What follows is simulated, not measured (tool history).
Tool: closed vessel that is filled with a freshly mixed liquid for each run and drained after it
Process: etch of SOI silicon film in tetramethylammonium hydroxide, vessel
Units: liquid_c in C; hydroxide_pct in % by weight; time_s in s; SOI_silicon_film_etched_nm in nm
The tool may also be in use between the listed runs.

{"run": 1, "day": 0.0, "liquid_c": 59, "hydroxide_pct": 11.5, "time_s": 90, "SOI_silicon_film_etched_nm": 295.56}
{"run": 2, "day": 0.042, "liquid_c": 57.5, "hydroxide_pct": 11.5, "time_s": 90, "SOI_silicon_film_etched_nm": 268.15}
{"run": 3, "day": 0.125, "liquid_c": 56.5, "hydroxide_pct": 11.5, "time_s": 90, "SOI_silicon_film_etched_nm": 250.45}
{"run": 4, "day": 0.308, "liquid_c": 56.5, "hydroxide_pct": 12.5, "time_s": 90, "SOI_silicon_film_etched_nm": 240.17}
{"run": 5, "day": 0.625, "liquid_c": 56.5, "hydroxide_pct": 12.5, "time_s": 95, "SOI_silicon_film_etched_nm": 256.16}
{"run": 6, "day": 0.783, "liquid_c": 56, "hydroxide_pct": 12.5, "time_s": 95, "SOI_silicon_film_etched_nm": 249.59}
{"run": 7, "day": 1.083, "liquid_c": 55.5, "hydroxide_pct": 12.5, "time_s": 95, "SOI_silicon_film_etched_nm": 241.98}

The next listed run, before its measurement:
{"run": 8, "day": 1.362, "liquid_c": 55, "hydroxide_pct": 12.5, "time_s": 95, "SOI_silicon_film_etched_nm": "?"}

SOI_silicon_film_etched_nm: 230.64 nm
